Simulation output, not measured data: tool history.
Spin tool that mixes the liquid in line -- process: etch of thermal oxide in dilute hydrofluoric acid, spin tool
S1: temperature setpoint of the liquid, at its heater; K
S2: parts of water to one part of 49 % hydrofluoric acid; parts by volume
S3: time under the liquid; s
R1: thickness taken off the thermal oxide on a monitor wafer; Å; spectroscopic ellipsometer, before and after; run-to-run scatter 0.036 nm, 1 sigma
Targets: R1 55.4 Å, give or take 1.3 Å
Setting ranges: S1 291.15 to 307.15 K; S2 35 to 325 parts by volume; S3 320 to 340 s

run,day,S1,S2,S3,R1
1,0,299.15,180,320,79.25
2,0.271,299.15,130,320,117.9
3,0.458,299.15,130,340,123.88
4,0.804,302.65,130,340,139.89
5,1.042,302.65,165,340,106.87
6,1.342,300.15,180,340,87.013
7,1.379,298.15,185,340,78.439
8,1.612,298.15,185,340,79.08
9,1.988,296.65,190,340,71.919
10,2.017,292.65,200,340,58.464
11,2.146,292.15,200,340,56.893

Exercise: of the 5 proposed moves below, exactly one satisfies all targets within the stated allowed misses. Which move is it?
A,2.275,292.65,210,340,?
B,2.275,294.65,225,325,?
C,2.275,292.15,210,325,?
D,2.275,293.15,215,330,?
E,2.275,291.65,205,325,?

move,R1
A,54.731
B,51.921
C,51.314
D,52.639
E,51.796
A: all results land within tolerance of their targets
B: takes the result that was furthest off past its target
C: takes the result that was furthest off past its target
D: takes the result that was furthest off past its target
E: takes the result that was furthest off past its target
A is the move that brings every result within its allowed miss.
